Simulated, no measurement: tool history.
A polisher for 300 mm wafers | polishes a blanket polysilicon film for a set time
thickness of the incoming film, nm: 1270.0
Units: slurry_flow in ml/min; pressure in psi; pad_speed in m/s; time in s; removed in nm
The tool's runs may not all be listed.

run	day	slurry_flow	pressure	pad_speed	time	removed
1	0	150	1.9	1.02	49	277
2	0.371	150	1.9	1.02	44	249.82
3	0.492	150	2.3	1.02	44	302.13
4	0.825	150	2.3	0.86	44	255.37
5	0.896	150	2.3	0.96	44	282.89
6	0.967	115	2.3	0.96	44	264.7
7	1.288	115	2.3	0.96	44	264.81
8	1.638	130	2.4	1.04	44	307.85
9	1.679	145	2.5	1.1	44	352.39
10	1.771	155	2.6	1.14	44	370.62

The next listed run, before its measurement:
11	1.946	160	2.7	1.22	44	?

Run 11 gave removed 422.6 nm.

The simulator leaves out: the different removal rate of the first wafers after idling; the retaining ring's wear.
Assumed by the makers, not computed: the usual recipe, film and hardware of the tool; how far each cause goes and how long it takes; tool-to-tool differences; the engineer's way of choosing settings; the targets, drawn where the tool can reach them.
